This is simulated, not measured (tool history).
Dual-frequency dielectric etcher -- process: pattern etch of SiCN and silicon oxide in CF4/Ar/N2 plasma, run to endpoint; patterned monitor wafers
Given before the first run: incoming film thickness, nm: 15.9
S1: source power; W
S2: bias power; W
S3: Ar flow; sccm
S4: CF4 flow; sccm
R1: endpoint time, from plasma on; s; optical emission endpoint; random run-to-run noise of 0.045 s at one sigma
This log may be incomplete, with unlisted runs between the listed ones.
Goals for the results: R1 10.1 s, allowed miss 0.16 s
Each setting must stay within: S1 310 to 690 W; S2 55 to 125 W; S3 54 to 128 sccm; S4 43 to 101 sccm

run  hour   S1  S2  S3  S4      R1
  1     0  500  90  91  72  14.748
  2   2.7  560  94  90  72  12.704
  3   9.9  490  94  90  72  14.838
  4  14.3  550  95  90  72  12.995
  5  16.5  550  95  90  79  12.796
  6  19.3  590  95  90  79   11.88
  7  21.4  620  95  90  79  11.261
  8  25.6  640  95  90  79   10.83
  9  26.2  640  95  90  79  10.858

Exercise: of the 4 proposed moves below, exactly one satisfies all targets within the stated allowed misses. Which move is it?
  A  26.8  640  100  79  78   ?
  B  26.8  680   97  83  74   ?
  C  26.8  630  125  97  89   ?
  D  26.8  670  113  80  70   ?

move      R1
   A  10.466
   B  10.058
   C  9.6754
   D   9.561
A: nearer the targets than the last run, but a result is still out of spec
B: hits every target within its allowed miss
C: pushes the last run's worst result past its target
D: pushes the last run's worst result past its target
Go with B: it meets all targets.
